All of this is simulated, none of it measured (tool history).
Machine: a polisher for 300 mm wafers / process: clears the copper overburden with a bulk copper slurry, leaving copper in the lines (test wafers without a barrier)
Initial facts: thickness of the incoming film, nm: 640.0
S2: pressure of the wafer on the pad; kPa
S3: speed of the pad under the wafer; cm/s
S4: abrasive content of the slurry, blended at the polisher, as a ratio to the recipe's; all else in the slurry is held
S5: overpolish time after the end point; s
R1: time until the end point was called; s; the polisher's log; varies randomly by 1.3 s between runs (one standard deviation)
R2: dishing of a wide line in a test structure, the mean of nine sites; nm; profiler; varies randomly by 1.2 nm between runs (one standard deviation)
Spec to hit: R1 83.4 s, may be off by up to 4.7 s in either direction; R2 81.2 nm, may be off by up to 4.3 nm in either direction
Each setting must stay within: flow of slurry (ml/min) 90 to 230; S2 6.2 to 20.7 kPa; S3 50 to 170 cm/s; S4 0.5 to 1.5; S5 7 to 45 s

Run 1, day 0: flow of slurry (ml/min) 150, S2 13.1 kPa, S3 110 cm/s, S4 1, S5 23 s. Result: R1 115.35 s, R2 57.62 nm.
Run 2, day 0.362: flow of slurry (ml/min) 150, S2 13.1 kPa, S3 110 cm/s, S4 0.9, S5 23 s. Result: R1 116.82 s, R2 55.766 nm.
Run 3, day 0.55: flow of slurry (ml/min) 150, S2 13.8 kPa, S3 110 cm/s, S4 0.9, S5 24 s. Result: R1 109.92 s, R2 61.653 nm.
Run 4, day 0.729: flow of slurry (ml/min) 150, S2 10.3 kPa, S3 110 cm/s, S4 0.9, S5 24 s. Result: R1 146.66 s, R2 49.563 nm.
Run 5, day 0.942: flow of slurry (ml/min) 150, S2 8.3 kPa, S3 110 cm/s, S4 0.9, S5 24 s. Result: R1 184.12 s, R2 42.975 nm.
Run 6, day 1.05: flow of slurry (ml/min) 150, S2 9.7 kPa, S3 110 cm/s, S4 0.9, S5 25 s. Result: R1 157.13 s, R2 48.118 nm.
Run 7, day 1.362: flow of slurry (ml/min) 150, S2 11 kPa, S3 110 cm/s, S4 0.9, S5 26 s. Result: R1 135.84 s, R2 53.845 nm.
Run 8, day 1.592: flow of slurry (ml/min) 150, S2 11.7 kPa, S3 110 cm/s, S4 0.9, S5 27 s. Result: R1 127.26 s, R2 56.856 nm.
Run 9, day 1.812: flow of slurry (ml/min) 150, S2 12.4 kPa, S3 110 cm/s, S4 0.9, S5 28 s. Result: R1 121.86 s, R2 62.63 nm.
Run 10, day 2.058: flow of slurry (ml/min) 150, S2 13.1 kPa, S3 110 cm/s, S4 0.9, S5 28 s. Result: R1 116.7 s, R2 64.467 nm.
At day 2.175: slurry blender recalibrated.
Run 11, day 2.175: flow of slurry (ml/min) 150, S2 13.8 kPa, S3 110 cm/s, S4 0.9, S5 28 s. Result: R1 104.39 s, R2 66.505 nm.
Run 12, day 2.408: flow of slurry (ml/min) 150, S2 14.5 kPa, S3 110 cm/s, S4 0.9, S5 29 s. Result: R1 102.37 s, R2 70.98 nm.
Run 13, day 2.521: flow of slurry (ml/min) 150, S2 15.2 kPa, S3 110 cm/s, S4 0.9, S5 29 s. Result: R1 98.74 s, R2 71.972 nm.
Run 14, day 2.846: flow of slurry (ml/min) 155, S2 16.5 kPa, S3 110 cm/s, S4 0.9, S5 29 s. Result: R1 89.518 s, R2 76.96 nm.

Exercise: of the 4 proposed moves below, exactly one satisfies all targets within the stated allowed misses. Which move is it?
Run A, day 3.171: flow of slurry (ml/min) 155, S2 15.2 kPa, S3 110 cm/s, S4 0.95, S5 37 s. Result: R1 ?, R2 ?.
Run B, day 3.171: flow of slurry (ml/min) 155, S2 14.5 kPa, S3 136 cm/s, S4 0.75, S5 33 s. Result: R1 ?, R2 ?.
Run C, day 3.171: flow of slurry (ml/min) 160, S2 16.5 kPa, S3 90 cm/s, S4 0.9, S5 34 s. Result: R1 ?, R2 ?.
Run D, day 3.171: flow of slurry (ml/min) 150, S2 18.6 kPa, S3 90 cm/s, S4 0.9, S5 33 s. Result: R1 ?, R2 ?.

move      R1      R2
   A  95.615  80.289
   B  83.923  79.866
   C  106.82  75.977
   D  96.332  79.979
A: further off than the last run
B: all results in spec
C: further off than the last run
D: further off than the last run
The right move is B.

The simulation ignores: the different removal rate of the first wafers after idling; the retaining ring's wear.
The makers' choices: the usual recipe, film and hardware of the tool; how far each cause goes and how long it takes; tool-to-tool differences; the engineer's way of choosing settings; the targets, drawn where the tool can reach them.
